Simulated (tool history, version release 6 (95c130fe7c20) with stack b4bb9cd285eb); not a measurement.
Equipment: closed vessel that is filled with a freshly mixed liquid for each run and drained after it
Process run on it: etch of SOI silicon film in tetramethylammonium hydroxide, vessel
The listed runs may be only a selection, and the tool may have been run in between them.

run    day  temperature setpoint of the liquid (K)  concentration of hydroxide in the mixed liquid (% by weight)  time in the liquid (s)  thickness taken off the SOI silicon film on a monitor wafer (nm)
  1  0.000                                  341.15                                                          14.5                     100                                                            538.71
  2  0.167                                  341.15                                                          17.5                     100                                                            500.91
  3  0.279                                  341.15                                                          17.5                     105                                                            523.52
  4  0.371                                  342.15                                                          17.5                     105                                                            559.34
     0.592  -- hydroxide flow meter replaced
  5  0.592                                  342.15                                                          17.5                     100                                                            555.34
  6  0.804                                  342.65                                                          17.5                     100                                                            575.09
  7  0.983                                  343.15                                                          17.5                     100                                                            590.66
  8  1.350                                  343.65                                                          17.5                     100                                                            607.67
  9  1.650                                  344.15                                                          17.5                     100                                                            623.95

What will run 10 give?
 10  1.733                                  345.65                                                          17.5                     100                                                                 ?

Run 10 produced thickness taken off the SOI silicon film on a monitor wafer (nm) 684.46.

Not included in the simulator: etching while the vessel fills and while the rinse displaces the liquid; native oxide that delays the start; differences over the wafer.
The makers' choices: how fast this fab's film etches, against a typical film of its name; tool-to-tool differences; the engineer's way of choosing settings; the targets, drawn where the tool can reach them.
